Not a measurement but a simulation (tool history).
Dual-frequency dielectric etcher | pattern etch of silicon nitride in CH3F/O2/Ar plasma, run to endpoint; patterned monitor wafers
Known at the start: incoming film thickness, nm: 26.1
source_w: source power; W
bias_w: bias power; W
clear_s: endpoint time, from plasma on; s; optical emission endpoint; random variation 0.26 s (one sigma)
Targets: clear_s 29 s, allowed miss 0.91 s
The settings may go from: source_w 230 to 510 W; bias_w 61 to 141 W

run 1 hour=0 | source_w=370 bias_w=101 | clear_s=34.132
run 2 hour=7.5 | source_w=400 bias_w=105 | clear_s=32.221
run 3 hour=10.2 | source_w=340 bias_w=105 | clear_s=34.575
run 4 hour=12.7 | source_w=370 bias_w=105 | clear_s=32.993
run 5 hour=20.5 | source_w=320 bias_w=105 | clear_s=36.055
run 6 hour=25.8 | source_w=340 bias_w=105 | clear_s=34.449
run 7 hour=34 | source_w=370 bias_w=108 | clear_s=33.061
run 8 hour=34.9 | source_w=390 bias_w=110 | clear_s=32.993
run 9 hour=40.9 | source_w=390 bias_w=110 | clear_s=32.794
run 10 hour=46.6 | source_w=420 bias_w=112 | clear_s=31.241
run 11 hour=51 | source_w=430 bias_w=114 | clear_s=30.47

Which of these 4 next moves meets every target?
run A hour=55.4 | source_w=480 bias_w=121 | clear_s=?
run B hour=55.4 | source_w=380 bias_w=127 | clear_s=?
run C hour=55.4 | source_w=470 bias_w=101 | clear_s=?
run D hour=55.4 | source_w=400 bias_w=113 | clear_s=?

move=A clear_s=28.965
move=B clear_s=30.957
move=C clear_s=31.042
move=D clear_s=31.669
A: meets every target
B: further off than the last run
C: further off than the last run
D: further off than the last run
The right move is A.
